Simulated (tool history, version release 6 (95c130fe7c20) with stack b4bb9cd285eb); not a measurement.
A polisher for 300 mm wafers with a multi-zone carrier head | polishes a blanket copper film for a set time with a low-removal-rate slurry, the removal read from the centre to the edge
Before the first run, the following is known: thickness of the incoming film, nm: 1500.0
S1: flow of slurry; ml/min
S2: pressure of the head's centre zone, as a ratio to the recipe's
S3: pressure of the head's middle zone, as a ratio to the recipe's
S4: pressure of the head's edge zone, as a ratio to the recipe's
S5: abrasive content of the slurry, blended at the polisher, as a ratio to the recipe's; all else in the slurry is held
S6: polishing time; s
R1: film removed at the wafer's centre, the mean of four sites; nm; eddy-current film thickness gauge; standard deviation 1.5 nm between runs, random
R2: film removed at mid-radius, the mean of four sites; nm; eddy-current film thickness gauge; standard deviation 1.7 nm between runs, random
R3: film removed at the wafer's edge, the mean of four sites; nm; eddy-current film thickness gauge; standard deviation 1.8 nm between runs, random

run	hour	S1	S2	S3	S4	S5	S6	R1	R2	R3
1	0.0	255	1.00	1.00	1.00	1.00	69	215.02	211.37	209.63
2	8.5	255	1.00	1.00	1.00	1.00	63	186.99	194.85	186.52
3	17.4	255	1.00	1.06	1.00	1.00	63	193.65	205.50	195.74
4	20.3	250	0.95	1.04	0.99	0.90	62	173.76	187.85	180.90
5	27.2	250	0.95	1.04	0.99	0.90	70	191.80	213.47	203.91
6	32.0	240	0.91	1.02	0.98	0.80	69	180.81	197.28	193.29
7	38.8	235	0.88	1.04	0.98	0.75	66	159.65	190.11	178.54

What will run 8 give?
8	40.1	225	0.86	1.03	0.99	0.70	65	?	?	?

{"run 8": {"R1": 149.62, "R2": 174.52, "R3": 170.57}}

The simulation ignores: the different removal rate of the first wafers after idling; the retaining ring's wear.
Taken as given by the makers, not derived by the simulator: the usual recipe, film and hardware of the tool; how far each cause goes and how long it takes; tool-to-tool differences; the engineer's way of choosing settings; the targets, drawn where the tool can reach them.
